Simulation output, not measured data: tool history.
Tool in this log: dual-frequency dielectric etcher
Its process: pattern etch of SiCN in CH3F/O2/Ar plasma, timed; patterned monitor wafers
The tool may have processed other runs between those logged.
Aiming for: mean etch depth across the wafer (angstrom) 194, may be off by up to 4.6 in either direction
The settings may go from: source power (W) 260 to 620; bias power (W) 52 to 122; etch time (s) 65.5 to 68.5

run  hour  source power (W)  bias power (W)  etch time (s)  mean etch depth across the wafer (angstrom)
  1     0               440              87           65.5                                       243.57
  2   3.8               440              78           65.5                                       236.34
  3   7.2               490              78           65.5                                        253.6
  4  12.5               470              77           65.5                                       243.34
  5  15.1               470              90           65.5                                       254.23
  6    21               410              90           65.5                                       231.54
  7    25               400              90           65.5                                       229.87
  8  32.4               390              89           65.5                                       225.47
  9  41.1               380              89           65.5                                       221.48
 10  46.8               290              80           65.5                                        177.8

Next run, 5 choices. One meets every target within its allowed miss, the rest don't. Which?
  A  52.5               300              86           68.5                                            ?
  B  52.5               270             108             66                                            ?
  C  52.5               290              90             66                                            ?
  D  52.5               310              72           65.5                                            ?
  E  52.5               290              79           68.5                                            ?

move  mean etch depth across the wafer (angstrom)
   A                                       193.77
   B                                        182.2
   C                                       183.87
   D                                       181.32
   E                                       184.01
A: every result within its allowed miss
B: nearer the targets than the last run, but a result is still out of spec
C: nearer the targets than the last run, but a result is still out of spec
D: nearer the targets than the last run, but a result is still out of spec
E: nearer the targets than the last run, but a result is still out of spec
A meets every target.
